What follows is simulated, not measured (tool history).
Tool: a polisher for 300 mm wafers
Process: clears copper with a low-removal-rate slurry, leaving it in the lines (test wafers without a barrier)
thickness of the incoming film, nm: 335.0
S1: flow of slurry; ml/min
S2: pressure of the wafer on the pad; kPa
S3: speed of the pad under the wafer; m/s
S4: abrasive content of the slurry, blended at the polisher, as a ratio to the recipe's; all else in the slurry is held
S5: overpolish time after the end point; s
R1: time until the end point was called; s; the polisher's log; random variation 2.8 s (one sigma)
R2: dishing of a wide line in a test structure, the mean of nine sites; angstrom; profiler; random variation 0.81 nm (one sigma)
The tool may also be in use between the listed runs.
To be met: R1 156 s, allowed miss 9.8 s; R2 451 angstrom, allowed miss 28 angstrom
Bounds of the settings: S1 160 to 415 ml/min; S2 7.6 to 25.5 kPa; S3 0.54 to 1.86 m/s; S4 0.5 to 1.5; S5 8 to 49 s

run 1 hour=0 | S1=265 S2=16.5 S3=1.18 S4=1 S5=25 | R1=103.48 R2=419.54
run 2 hour=3.6 | S1=265 S2=16.5 S3=1.18 S4=1 S5=17 | R1=99.285 R2=329.6
run 3 hour=9 | S1=265 S2=15.2 S3=1.16 S4=1 S5=22 | R1=113.15 R2=364.73
run 4 hour=15.8 | S1=265 S2=15.2 S3=1.16 S4=1 S5=26 | R1=114.26 R2=400.32
run 5 hour=20 | S1=265 S2=13.8 S3=1.16 S4=1 S5=29 | R1=117.07 R2=410.98
run 6 hour=26.2 | S1=265 S2=13.8 S3=1.04 S4=1 S5=29 | R1=132.5 R2=383.29
run 7 hour=28.9 | S1=265 S2=13.1 S3=1.02 S4=1 S5=32 | R1=141.21 R2=401.03
run 8 hour=33.5 | S1=265 S2=13.1 S3=1 S4=1 S5=34 | R1=142.44 R2=422.15

Which of these 5 next moves meets every target?
run A hour=38.1 | S1=325 S2=13.8 S3=1.04 S4=1 S5=30 | R1=? R2=?
run B hour=38.1 | S1=255 S2=13.1 S3=1.04 S4=0.9 S5=42 | R1=? R2=?
run C hour=38.1 | S1=245 S2=11.7 S3=1.12 S4=0.75 S5=41 | R1=? R2=?
run D hour=38.1 | S1=300 S2=10.3 S3=1.02 S4=1.05 S5=43 | R1=? R2=?
run E hour=38.1 | S1=325 S2=14.5 S3=1 S4=1.1 S5=27 | R1=? R2=?

move=A R1=126.44 R2=414.39
move=B R1=135.88 R2=486.56
move=C R1=139.43 R2=469.97
move=D R1=154.38 R2=452.26
move=E R1=125.49 R2=388.74
A: further off than the last run
B: further off than the last run
C: further off than the last run
D: meets every target
E: further off than the last run
The right move is D.
